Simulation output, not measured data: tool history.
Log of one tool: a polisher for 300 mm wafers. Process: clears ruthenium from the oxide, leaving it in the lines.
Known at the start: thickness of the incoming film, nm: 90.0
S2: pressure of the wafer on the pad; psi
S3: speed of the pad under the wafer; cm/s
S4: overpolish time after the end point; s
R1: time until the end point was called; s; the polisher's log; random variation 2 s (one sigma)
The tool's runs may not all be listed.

Run 1, hour 0: flow of slurry (ml/min) 205, S2 2.8 psi, S3 76 cm/s, S4 9 s. Result: R1 84.798 s.
Run 2, hour 4: flow of slurry (ml/min) 205, S2 2.5 psi, S3 76 cm/s, S4 9 s. Result: R1 88.35 s.
Run 3, hour 5.3: flow of slurry (ml/min) 205, S2 3.1 psi, S3 76 cm/s, S4 9 s. Result: R1 79.466 s.
Run 4, hour 11: flow of slurry (ml/min) 250, S2 3.1 psi, S3 76 cm/s, S4 9 s. Result: R1 76.166 s.
Run 5, hour 12: flow of slurry (ml/min) 250, S2 2.7 psi, S3 74 cm/s, S4 9 s. Result: R1 85.05 s.
Run 6, hour 17.5: flow of slurry (ml/min) 250, S2 2.4 psi, S3 72 cm/s, S4 9 s. Result: R1 95.343 s.
Run 7, hour 18.9: flow of slurry (ml/min) 250, S2 2.2 psi, S3 70 cm/s, S4 9 s. Result: R1 102.53 s.
Run 8, hour 19.7: flow of slurry (ml/min) 250, S2 2 psi, S3 70 cm/s, S4 9 s. Result: R1 104.05 s.

Forecast run 9:
Run 9, hour 28.6: flow of slurry (ml/min) 250, S2 1.8 psi, S3 68 cm/s, S4 9 s. Result: R1 ?.

R1: 117.61 s

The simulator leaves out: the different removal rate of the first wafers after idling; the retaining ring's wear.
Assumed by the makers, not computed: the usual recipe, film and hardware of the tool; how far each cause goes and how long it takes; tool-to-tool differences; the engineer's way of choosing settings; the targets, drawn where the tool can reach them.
